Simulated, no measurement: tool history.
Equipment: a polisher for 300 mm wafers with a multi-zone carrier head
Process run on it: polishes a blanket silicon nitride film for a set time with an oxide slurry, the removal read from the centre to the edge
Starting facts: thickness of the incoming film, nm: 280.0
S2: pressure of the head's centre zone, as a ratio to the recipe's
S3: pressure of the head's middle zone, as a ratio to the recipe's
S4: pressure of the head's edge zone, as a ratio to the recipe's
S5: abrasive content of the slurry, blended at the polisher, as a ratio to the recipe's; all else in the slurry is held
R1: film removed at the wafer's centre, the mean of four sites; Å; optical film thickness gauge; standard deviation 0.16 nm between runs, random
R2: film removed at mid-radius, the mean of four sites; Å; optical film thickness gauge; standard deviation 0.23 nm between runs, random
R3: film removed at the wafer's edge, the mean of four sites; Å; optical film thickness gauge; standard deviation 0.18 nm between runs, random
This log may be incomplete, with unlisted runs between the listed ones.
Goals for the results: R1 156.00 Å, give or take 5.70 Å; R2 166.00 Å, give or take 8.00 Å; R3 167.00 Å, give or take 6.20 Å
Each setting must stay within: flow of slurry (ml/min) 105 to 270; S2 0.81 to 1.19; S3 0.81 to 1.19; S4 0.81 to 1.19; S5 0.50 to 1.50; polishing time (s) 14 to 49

{"run": 1, "hour": 0.0, "flow of slurry (ml/min)": 175, "S2": 1.0, "S3": 1.0, "S4": 1.0, "S5": 1.0, "polishing time (s)": 31, "R1": 236.12, "R2": 238.06, "R3": 234.78}
{"run": 2, "hour": 2.0, "flow of slurry (ml/min)": 170, "S2": 0.97, "S3": 0.98, "S4": 0.97, "S5": 0.85, "polishing time (s)": 31, "R1": 208.26, "R2": 210.05, "R3": 211.67}
{"run": 3, "hour": 4.0, "flow of slurry (ml/min)": 165, "S2": 0.94, "S3": 0.97, "S4": 0.94, "S5": 0.8, "polishing time (s)": 31, "R1": 189.63, "R2": 200.76, "R3": 199.46}
{"run": 4, "hour": 5.6, "flow of slurry (ml/min)": 160, "S2": 0.93, "S3": 0.95, "S4": 0.91, "S5": 0.75, "polishing time (s)": 31, "R1": 181.87, "R2": 185.12, "R3": 188.07}
{"run": 5, "hour": 7.5, "flow of slurry (ml/min)": 155, "S2": 0.91, "S3": 0.94, "S4": 0.89, "S5": 0.75, "polishing time (s)": 31, "R1": 175.23, "R2": 183.82, "R3": 185.22}
{"run": 6, "hour": 10.6, "flow of slurry (ml/min)": 155, "S2": 0.95, "S3": 0.94, "S4": 0.89, "S5": 0.75, "polishing time (s)": 31, "R1": 181.51, "R2": 184.66, "R3": 183.06}
{"run": 7, "hour": 16.3, "flow of slurry (ml/min)": 145, "S2": 0.93, "S3": 0.93, "S4": 0.87, "S5": 0.75, "polishing time (s)": 31, "R1": 179.54, "R2": 175.34, "R3": 177.17}
{"run": 8, "hour": 25.1, "flow of slurry (ml/min)": 140, "S2": 0.9, "S3": 0.93, "S4": 0.86, "S5": 0.75, "polishing time (s)": 31, "R1": 170.62, "R2": 172.96, "R3": 177.16}
{"run": 9, "hour": 29.4, "flow of slurry (ml/min)": 135, "S2": 0.89, "S3": 0.94, "S4": 0.85, "S5": 0.75, "polishing time (s)": 31, "R1": 170.86, "R2": 180.12, "R3": 177.83}
{"run": 10, "hour": 36.7, "flow of slurry (ml/min)": 135, "S2": 0.88, "S3": 0.93, "S4": 0.84, "S5": 0.75, "polishing time (s)": 31, "R1": 166.33, "R2": 174.47, "R3": 174.29}
{"run": 11, "hour": 44.9, "flow of slurry (ml/min)": 130, "S2": 0.87, "S3": 0.93, "S4": 0.83, "S5": 0.75, "polishing time (s)": 31, "R1": 161.5, "R2": 174.11, "R3": 175.11}
{"run": 12, "hour": 52.2, "flow of slurry (ml/min)": 130, "S2": 0.87, "S3": 0.93, "S4": 0.82, "S5": 0.75, "polishing time (s)": 31, "R1": 166.83, "R2": 174.52, "R3": 172.61}
{"run": 13, "hour": 59.4, "flow of slurry (ml/min)": 130, "S2": 0.87, "S3": 0.93, "S4": 0.82, "S5": 0.75, "polishing time (s)": 31, "R1": 164.98, "R2": 173.77, "R3": 174.06}

Which of these 5 next moves meets every target?
{"run": "A", "hour": 66.6, "flow of slurry (ml/min)": 130, "S2": 0.93, "S3": 0.83, "S4": 0.86, "S5": 0.9, "polishing time (s)": 28, "R1": "?", "R2": "?", "R3": "?"}
{"run": "B", "hour": 66.6, "flow of slurry (ml/min)": 110, "S2": 0.89, "S3": 0.93, "S4": 0.81, "S5": 0.75, "polishing time (s)": 31, "R1": "?", "R2": "?", "R3": "?"}
{"run": "C", "hour": 66.6, "flow of slurry (ml/min)": 115, "S2": 0.98, "S3": 1.06, "S4": 0.81, "S5": 0.75, "polishing time (s)": 31, "R1": "?", "R2": "?", "R3": "?"}
{"run": "D", "hour": 66.6, "flow of slurry (ml/min)": 125, "S2": 1.05, "S3": 0.96, "S4": 0.81, "S5": 0.8, "polishing time (s)": 28, "R1": "?", "R2": "?", "R3": "?"}
{"run": "E", "hour": 66.6, "flow of slurry (ml/min)": 135, "S2": 1.03, "S3": 1.05, "S4": 0.81, "S5": 0.6, "polishing time (s)": 34, "R1": "?", "R2": "?", "R3": "?"}

move=A R1=177.91 R2=166.39 R3=181.18
move=B R1=158.55 R2=169.81 R3=166.67
move=C R1=174.13 R2=192.13 R3=167.93
move=D R1=179.22 R2=171.40 R3=161.98
move=E R1=172.08 R2=179.73 R3=156.34
A: its largest miss is bigger than the last run's
B: hits every target within its allowed miss
C: its largest miss is bigger than the last run's
D: its largest miss is bigger than the last run's
E: its largest miss is bigger than the last run's
The move that meets every target is B.

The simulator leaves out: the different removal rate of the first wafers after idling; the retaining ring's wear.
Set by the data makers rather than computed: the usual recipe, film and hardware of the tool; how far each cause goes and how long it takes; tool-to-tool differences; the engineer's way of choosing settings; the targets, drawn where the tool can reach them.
